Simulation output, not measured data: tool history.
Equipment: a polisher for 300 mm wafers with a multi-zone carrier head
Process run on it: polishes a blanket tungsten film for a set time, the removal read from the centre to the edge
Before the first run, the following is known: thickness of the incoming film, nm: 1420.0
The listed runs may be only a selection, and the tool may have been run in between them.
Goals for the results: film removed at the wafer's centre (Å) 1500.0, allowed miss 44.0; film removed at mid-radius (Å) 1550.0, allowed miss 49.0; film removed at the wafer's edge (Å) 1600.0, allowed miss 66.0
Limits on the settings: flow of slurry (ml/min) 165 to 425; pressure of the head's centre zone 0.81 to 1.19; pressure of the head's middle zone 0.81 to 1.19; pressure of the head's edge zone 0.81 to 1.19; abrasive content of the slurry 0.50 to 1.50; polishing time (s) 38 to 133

run,hour,flow of slurry (ml/min),pressure of the head's centre zone,pressure of the head's middle zone,pressure of the head's edge zone,abrasive content of the slurry,polishing time (s),film removed at the wafer's centre (Å),film removed at mid-radius (Å),film removed at the wafer's edge (Å)
1,0.0,275,1.00,1.00,1.00,1.00,85,3068.2,3098.4,3001.2
2,3.4,275,1.00,1.00,1.00,0.90,85,2952.8,3057.1,2907.9
3,12.3,275,1.08,1.00,1.00,0.90,85,3205.8,2979.1,2945.5
4,19.3,260,1.02,0.95,0.99,0.75,72,2444.8,2312.1,2379.3
5,27.5,250,0.97,0.92,0.95,0.65,65,2020.1,1984.6,1996.8
6,31.7,250,0.97,0.92,0.95,0.65,86,2703.8,2618.5,2638.5
7,32.3,240,0.92,0.89,0.93,0.60,76,2220.6,2220.6,2234.3
8,36.1,230,0.89,0.87,0.92,0.55,69,1918.2,1884.6,2008.6
9,42.8,225,0.87,0.87,0.89,0.55,65,1760.7,1769.4,1817.6
10,51.5,215,0.85,0.86,0.88,0.55,63,1665.3,1738.1,1807.6
11,58.0,220,0.84,0.85,0.86,0.55,61,1587.5,1644.2,1762.7
12,61.8,200,0.86,0.88,0.81,0.50,55,1412.3,1487.5,1484.1
13,63.6,220,0.86,0.88,0.83,0.50,55,1445.3,1513.7,1526.1
14,70.3,230,0.86,0.88,0.84,0.50,55,1448.5,1502.9,1498.4
15,71.4,225,0.86,0.88,0.86,0.50,55,1429.7,1489.9,1522.2
16,75.5,220,0.87,0.88,0.87,0.50,55,1459.1,1483.0,1520.2

Exercise: of the 5 proposed moves below, exactly one satisfies all targets within the stated allowed misses. Which move is it?
A,79.6,235,0.87,0.95,0.96,0.75,49,?,?,?
B,79.6,220,0.90,0.92,0.96,0.60,53,?,?,?
C,79.6,200,0.84,0.81,0.95,0.55,55,?,?,?
D,79.6,220,0.91,0.89,0.92,0.55,49,?,?,?
E,79.6,205,0.88,0.82,0.91,0.50,57,?,?,?

move,film removed at the wafer's centre (Å),film removed at mid-radius (Å),film removed at the wafer's edge (Å)
A,1431.3,1551.8,1543.7
B,1501.5,1540.0,1576.9
C,1421.4,1396.7,1586.2
D,1373.1,1357.2,1400.9
E,1504.5,1433.5,1578.8
A: the furthest-off result lands on target, but another misses its tolerance
B: all results in spec
C: the biggest miss grows against the last run
D: the biggest miss grows against the last run
E: the biggest miss grows against the last run
The right move is B.
